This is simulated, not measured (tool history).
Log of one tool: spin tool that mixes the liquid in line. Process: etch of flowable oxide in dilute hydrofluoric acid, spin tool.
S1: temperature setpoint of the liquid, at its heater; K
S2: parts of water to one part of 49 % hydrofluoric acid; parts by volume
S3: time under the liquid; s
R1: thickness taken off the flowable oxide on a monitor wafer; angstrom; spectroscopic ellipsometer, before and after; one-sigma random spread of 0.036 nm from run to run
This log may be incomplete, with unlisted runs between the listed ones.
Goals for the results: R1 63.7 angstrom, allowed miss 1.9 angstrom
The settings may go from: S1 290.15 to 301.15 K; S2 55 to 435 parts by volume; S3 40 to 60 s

run,hour,S1,S2,S3,R1
1,0,293.15,245,60,72.757
2,1.1,292.15,245,60,69.463
3,5.8,292.15,245,60,70.045
4,12.5,295.15,245,60,78.285
5,15.9,295.15,275,60,67.532
6,19.9,295.15,275,60,67.209
7,23.4,294.65,275,60,66.01
8,26,294.65,275,60,66.913
9,27.1,294.65,275,60,66.751

Which one of the following 4 next-run settings gets every result inside its allowed miss? There is exactly one.
A,28.2,293.15,270,60,?
B,28.2,293.65,265,60,?
C,28.2,293.65,190,40,?
D,28.2,295.65,275,60,?

move,R1
A,64.964
B,67.74
C,67.718
D,69.55
A: each result inside its tolerance
B: its largest miss is bigger than the last run's
C: its largest miss is bigger than the last run's
D: its largest miss is bigger than the last run's
Go with A: it meets all targets.

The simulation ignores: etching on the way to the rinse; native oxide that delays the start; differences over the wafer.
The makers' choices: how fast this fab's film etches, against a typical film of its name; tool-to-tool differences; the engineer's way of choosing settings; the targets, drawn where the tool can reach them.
